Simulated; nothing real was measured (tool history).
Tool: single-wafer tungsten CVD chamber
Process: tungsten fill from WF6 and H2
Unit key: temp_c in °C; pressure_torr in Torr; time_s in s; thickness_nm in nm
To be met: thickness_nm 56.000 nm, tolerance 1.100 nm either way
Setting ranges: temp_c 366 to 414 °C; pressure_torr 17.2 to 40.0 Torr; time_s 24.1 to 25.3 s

run  hour  temp_c  pressure_torr  time_s  thickness_nm
  1   0.0     390           28.6    25.3        62.657
  2   8.1     382           28.6    25.3        53.698
  3  10.3     374           28.6    25.3        45.257
  4  14.2     374           28.6    24.1        43.131
  5  21.6     374           28.6    25.3        45.430
     22.5  -- capacitance manometer re-zeroed and calibrated
  6  22.5     374           28.6    24.1        44.610
  7  30.0     374           28.6    24.1        44.799
  8  32.6     377           28.7    24.1        47.448
  9  40.1     379           28.7    24.1        49.537
 10  46.9     381           28.7    24.1        52.182
 11  54.6     381           28.7    24.1        51.541
 12  59.4     386           28.8    24.1        57.111

5 next moves are on the table. One of them brings every result within its allowed miss. Which?
  A  64.2     385           29.0    24.1             ?
  B  64.2     387           26.8    25.1             ?
  C  64.2     386           28.2    25.3             ?
  D  64.2     387           28.3    24.7             ?
  E  64.2     385           27.1    24.1             ?

move  thickness_nm
   A        56.070
   B        58.018
   C        59.077
   D        58.930
   E        53.907
A: meets every target
B: lands further from the targets than the last run did
C: lands further from the targets than the last run did
D: lands further from the targets than the last run did
E: takes the biggest miss from the last run beyond its target
Go with A: it meets all targets.
